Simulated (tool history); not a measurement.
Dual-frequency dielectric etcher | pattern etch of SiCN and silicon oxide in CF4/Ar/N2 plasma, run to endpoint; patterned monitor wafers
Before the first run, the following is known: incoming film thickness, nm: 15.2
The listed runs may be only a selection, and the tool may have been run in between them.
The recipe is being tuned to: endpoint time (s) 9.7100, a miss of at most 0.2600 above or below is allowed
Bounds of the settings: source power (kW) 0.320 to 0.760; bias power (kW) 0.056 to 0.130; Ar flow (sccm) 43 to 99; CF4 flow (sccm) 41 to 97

| run | hour | source power (kW) | bias power (kW) | Ar flow (sccm) | CF4 flow (sccm) | endpoint time (s) |
|---|---|---|---|---|---|---|
| 1 | 0.0 | 0.540 | 0.093 | 71 | 69 | 13.2470 |
| 2 | 2.9 | 0.540 | 0.093 | 71 | 78 | 13.2420 |
| 3 | 10.7 | 0.540 | 0.093 | 84 | 78 | 13.4870 |
| 4 | 12.8 | 0.540 | 0.093 | 84 | 66 | 13.7960 |
| 5 | 16.8 | 0.540 | 0.093 | 84 | 57 | 14.0120 |
|  | 18.3 | CF4 flow controller replaced |
| 6 | 18.3 | 0.600 | 0.095 | 84 | 57 | 12.4370 |
| 7 | 21.7 | 0.640 | 0.096 | 84 | 57 | 11.6390 |
| 8 | 22.6 | 0.640 | 0.096 | 84 | 57 | 11.6400 |

5 next moves are on the table. One of them brings every result within its allowed miss. Which?
| A | 23.5 | 0.610 | 0.064 | 85 | 60 | ? |
| B | 23.5 | 0.690 | 0.096 | 79 | 54 | ? |
| C | 23.5 | 0.760 | 0.121 | 88 | 61 | ? |
| D | 23.5 | 0.630 | 0.079 | 85 | 51 | ? |
| E | 23.5 | 0.730 | 0.099 | 78 | 60 | ? |

| move | endpoint time (s) |
|---|---|
| A | 13.2000 |
| B | 10.6330 |
| C | 9.0583 |
| D | 12.4820 |
| E | 9.7920 |
A: misses by more than the last run did
B: an improvement on the last run, though not all results are within tolerance
C: carries the result that was furthest off beyond its target, to the other side
D: misses by more than the last run did
E: hits every target within its allowed miss
Answer: E
